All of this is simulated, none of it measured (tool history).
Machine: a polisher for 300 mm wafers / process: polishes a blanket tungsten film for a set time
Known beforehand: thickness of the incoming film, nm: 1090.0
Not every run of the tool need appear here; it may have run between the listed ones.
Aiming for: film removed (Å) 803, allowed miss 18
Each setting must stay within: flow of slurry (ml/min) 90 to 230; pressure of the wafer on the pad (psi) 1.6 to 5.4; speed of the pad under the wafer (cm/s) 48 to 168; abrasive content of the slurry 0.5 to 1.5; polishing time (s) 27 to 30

run  hour  flow of slurry (ml/min)  pressure of the wafer on the pad (psi)  speed of the pad under the wafer (cm/s)  abrasive content of the slurry  polishing time (s)  film removed (Å)
  1     0                      150                                     3.5                                      108                               1                  30            1258.7
  2   8.7                      150                                     3.5                                      108                             0.8                  30            1231.1
  3  12.3                      150                                     3.5                                      108                             0.8                  27            1112.6
  4  18.3                      150                                     3.9                                      108                             0.8                  27            1244.2
  5  24.2                      170                                     3.9                                      108                             0.8                  27            1260.5
  6  27.7                      170                                     3.9                                      108                               1                  27            1295.6
     30.3  -- slurry nozzle cleaned
  7  30.3                      130                                     2.9                                      106                               1                  27            978.33
  8  33.9                      130                                       2                                      106                               1                  27             681.8
  9  39.7                      130                                     2.1                                      106                               1                  27            718.04

4 candidate next runs follow, results not yet known. Just one meets every target within its allowed miss. Identify it.
  A  45.5                      145                                       2                                      104                            0.85                  27                 ?
  B  45.5                      130                                     1.8                                      102                             1.1                  27                 ?
  C  45.5                      130                                     1.7                                      120                            1.05                  28                 ?
  D  45.5                      120                                     2.4                                       98                               1                  29                 ?

move  film removed (Å)
   A             673.2
   B            610.65
   C            657.65
   D            815.71
A: the biggest miss grows against the last run
B: the biggest miss grows against the last run
C: the biggest miss grows against the last run
D: all results in spec
The right move is D.
